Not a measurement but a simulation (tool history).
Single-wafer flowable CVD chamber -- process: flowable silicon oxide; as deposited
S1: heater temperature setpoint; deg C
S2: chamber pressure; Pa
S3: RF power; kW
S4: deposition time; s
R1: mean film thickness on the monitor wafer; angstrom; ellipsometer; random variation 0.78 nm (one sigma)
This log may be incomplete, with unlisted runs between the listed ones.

run 1 day=0 | S1=100 S2=111.5 S3=1.69 S4=1055 | R1=5758.7
run 2 day=0.212 | S1=103 S2=111.5 S3=1.69 S4=1055 | R1=5172.1
run 3 day=0.321 | S1=106 S2=111.5 S3=1.69 S4=1055 | R1=4607
run 4 day=0.604 | S1=108 S2=111.5 S3=1.69 S4=1055 | R1=4280.1
run 5 day=0.733 | S1=108 S2=96.5 S3=1.69 S4=1055 | R1=3724.2
run 6 day=0.858 | S1=102 S2=96.5 S3=1.69 S4=1055 | R1=4662.4
run 7 day=0.996 | S1=104 S2=96.5 S3=1.69 S4=1055 | R1=4321.2
run 8 day=1.058 | S1=106 S2=96.5 S3=1.69 S4=1055 | R1=3994
run 9 day=1.383 | S1=107 S2=96.5 S3=1.69 S4=1055 | R1=3856.6
run 10 day=1.592 | S1=108 S2=96.5 S3=1.69 S4=1055 | R1=3728.5
run 11 day=1.704 | S1=109 S2=96.5 S3=1.69 S4=1055 | R1=3585.9
run 12 day=1.958 | S1=110 S2=96.5 S3=1.69 S4=1055 | R1=3464.2
run 13 day=2.233 | S1=111 S2=96.5 S3=1.69 S4=1055 | R1=3338.9
run 14 day=2.45 | S1=111 S2=96.5 S3=1.69 S4=1055 | R1=3345.9

For run 15, what comes out?
run 15 day=2.617 | S1=113 S2=96.5 S3=1.69 S4=1055 | R1=?

Run 15 measured R1 3127.6 angstrom.

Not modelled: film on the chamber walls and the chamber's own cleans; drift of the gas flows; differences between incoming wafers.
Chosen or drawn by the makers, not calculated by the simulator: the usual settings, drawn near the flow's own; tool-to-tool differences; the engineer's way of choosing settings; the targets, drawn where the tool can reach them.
